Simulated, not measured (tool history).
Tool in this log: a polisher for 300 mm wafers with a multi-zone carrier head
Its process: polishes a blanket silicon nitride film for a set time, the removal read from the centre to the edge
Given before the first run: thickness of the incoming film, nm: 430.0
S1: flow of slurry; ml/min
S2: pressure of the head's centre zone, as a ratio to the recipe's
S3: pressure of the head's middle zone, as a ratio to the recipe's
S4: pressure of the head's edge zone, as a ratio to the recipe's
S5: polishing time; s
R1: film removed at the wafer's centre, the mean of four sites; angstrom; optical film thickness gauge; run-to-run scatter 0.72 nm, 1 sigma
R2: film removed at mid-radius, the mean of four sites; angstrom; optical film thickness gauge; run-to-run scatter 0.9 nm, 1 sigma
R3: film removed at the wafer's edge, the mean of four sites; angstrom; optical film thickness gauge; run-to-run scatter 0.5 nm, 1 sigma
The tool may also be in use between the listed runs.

run  hour   S1    S2    S3    S4  S5      R1      R2      R3
  1     0  320     1     1     1  42   901.9  932.91  948.96
  2   4.2  315  0.99  0.98  0.97  41  871.03  888.94  905.06
  3  10.9  315  0.99  0.98  1.02  41  868.16  877.73  919.86
  4  13.2  310  0.99  0.96  0.99  40  848.15  846.81  894.25
  5  21.7  305  0.99  0.95  0.96  39  825.46   836.4  857.58
  6  22.6  300  0.99  0.93  0.94  39   812.3  780.88   842.7

Forecast run 7:
  7  28.4  295  0.99  0.93  0.92  39   ?   ?   ?

Run 7 measured R1 801.97 angstrom, R2 807.19 angstrom, R3 846.09 angstrom.
